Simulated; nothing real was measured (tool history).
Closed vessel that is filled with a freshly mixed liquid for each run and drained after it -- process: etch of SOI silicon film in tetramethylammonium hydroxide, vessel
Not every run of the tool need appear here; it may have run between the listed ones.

run,hour,temperature setpoint of the liquid (C),concentration of hydroxide in the mixed liquid (% by weight),time in the liquid (s),thickness taken off the SOI silicon film on a monitor wafer (angstrom)
1,0.0,66.0,19.5,105,4735.4
2,6.5,64.5,19.5,105,4280.4
3,10.2,64.5,19.5,115,4620.6
4,13.6,64.5,23.5,115,4082.8
5,15.5,69.5,23.5,115,5446.4
6,20.8,67.0,23.5,115,4695.3
7,28.1,65.5,23.5,115,4327.6

Estimate the outcome of run 8 from the log above:
8,32.5,61.0,23.5,115,?

thickness taken off the SOI silicon film on a monitor wafer (angstrom): 3289.8
